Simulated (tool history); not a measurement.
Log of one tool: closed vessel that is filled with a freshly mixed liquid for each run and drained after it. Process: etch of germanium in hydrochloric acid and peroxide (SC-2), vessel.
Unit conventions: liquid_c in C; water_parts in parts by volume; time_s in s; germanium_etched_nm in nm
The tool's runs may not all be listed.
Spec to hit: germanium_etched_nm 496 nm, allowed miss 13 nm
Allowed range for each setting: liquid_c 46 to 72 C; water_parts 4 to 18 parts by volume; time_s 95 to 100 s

run    day  liquid_c  water_parts  time_s  germanium_etched_nm
  1      0        62           10      95               363.64
  2  0.079        62           12      95               353.37
  3  0.433        64         11.5      95                  377
  4  0.612      65.5           11      95               388.54
  5  0.833      66.5         10.5      95               410.19
  6  1.079      66.5         10.5     100               432.73
  7  1.204      67.5         10.5     100               439.92
  8  1.396      68.5           10     100               465.91
  9   1.65        69           10     100               459.19
 10  1.917      69.5           10     100                473.1

Below are 4 possible settings for the next run. Only one of them brings all results inside the allowed miss of their targets. Which is it?
  A  2.183        69            9     100                    ?
  B  2.183        72            8      95                    ?
  C  2.183      68.5            9     100                    ?
  D  2.183        72         11.5      95                    ?

move  germanium_etched_nm
   A               476.65
   B               497.83
   C               470.05
   D               476.57
A: closes in on the targets versus the last run, not all within tolerance yet
B: meets every target
C: moves away from the targets compared with the last run
D: closes in on the targets versus the last run, not all within tolerance yet
The move that meets every target is B.

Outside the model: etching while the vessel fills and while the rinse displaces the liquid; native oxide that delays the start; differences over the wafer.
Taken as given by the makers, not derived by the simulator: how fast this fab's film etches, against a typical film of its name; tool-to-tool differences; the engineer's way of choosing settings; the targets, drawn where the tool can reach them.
